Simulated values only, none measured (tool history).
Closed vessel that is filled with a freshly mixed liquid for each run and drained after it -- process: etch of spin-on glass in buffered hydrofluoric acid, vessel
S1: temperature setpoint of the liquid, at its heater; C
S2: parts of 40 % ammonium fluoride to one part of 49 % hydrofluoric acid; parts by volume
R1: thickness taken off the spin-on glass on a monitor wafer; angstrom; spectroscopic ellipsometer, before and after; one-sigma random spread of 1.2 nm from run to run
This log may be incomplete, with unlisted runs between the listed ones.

{"run": 1, "hour": 0.0, "S1": 23, "S2": 8, "time in the liquid (s)": 105, "R1": 2680.8}
{"run": 2, "hour": 6.5, "S1": 23, "S2": 8, "time in the liquid (s)": 115, "R1": 2928.9}
{"run": 3, "hour": 14.5, "S1": 21, "S2": 8.5, "time in the liquid (s)": 115, "R1": 2451.9}
{"run": 4, "hour": 16.6, "S1": 19.5, "S2": 9, "time in the liquid (s)": 115, "R1": 2149.6}
{"run": 5, "hour": 22.7, "S1": 18.5, "S2": 9.5, "time in the liquid (s)": 115, "R1": 1935.6}
{"run": 6, "hour": 24.0, "S1": 18.5, "S2": 8, "time in the liquid (s)": 115, "R1": 2258.6}
{"run": 7, "hour": 31.2, "S1": 18, "S2": 8.5, "time in the liquid (s)": 115, "R1": 2099.3}
{"run": 8, "hour": 36.1, "S1": 17.5, "S2": 9, "time in the liquid (s)": 115, "R1": 1907.5}
{"run": 9, "hour": 43.7, "S1": 17.5, "S2": 9.5, "time in the liquid (s)": 115, "R1": 1841.1}

Estimate the outcome of run 10 from the log above:
{"run": 10, "hour": 50.5, "S1": 17.5, "S2": 10, "time in the liquid (s)": 115, "R1": "?"}

For run 10 the tool returned R1 1799.9 angstrom.
